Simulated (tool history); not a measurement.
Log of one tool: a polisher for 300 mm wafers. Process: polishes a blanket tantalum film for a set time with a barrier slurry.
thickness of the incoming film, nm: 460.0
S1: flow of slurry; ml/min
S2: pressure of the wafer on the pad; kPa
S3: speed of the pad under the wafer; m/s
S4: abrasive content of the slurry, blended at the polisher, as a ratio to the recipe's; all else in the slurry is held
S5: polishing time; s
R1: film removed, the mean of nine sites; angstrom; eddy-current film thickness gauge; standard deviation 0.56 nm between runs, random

run	hour	S1	S2	S3	S4	S5	R1
1	0.0	250	16.5	1.02	1.0	47	1144.30
2	7.4	250	16.5	1.20	1.0	47	1339.00
3	8.0	250	16.5	1.20	1.0	47	1332.90
4	17.0	250	16.5	1.20	0.8	47	1206.90
5	18.6	245	15.2	1.20	0.8	47	1111.30
6	25.6	245	15.2	1.20	0.8	47	1122.10
7	27.3	245	13.8	1.20	0.8	47	1027.40
8	28.2	240	13.1	1.20	0.8	47	969.19
9	29.7	205	9.7	1.20	0.8	47	721.33
10	30.7	215	9.7	1.20	0.8	47	716.55
11	33.8	230	9.7	1.20	0.8	47	732.56
12	40.4	240	9.7	1.20	0.8	47	740.66

Predict the results of run 13:
13	44.9	250	9.7	1.20	0.8	47	?

R1: 735.98 angstrom
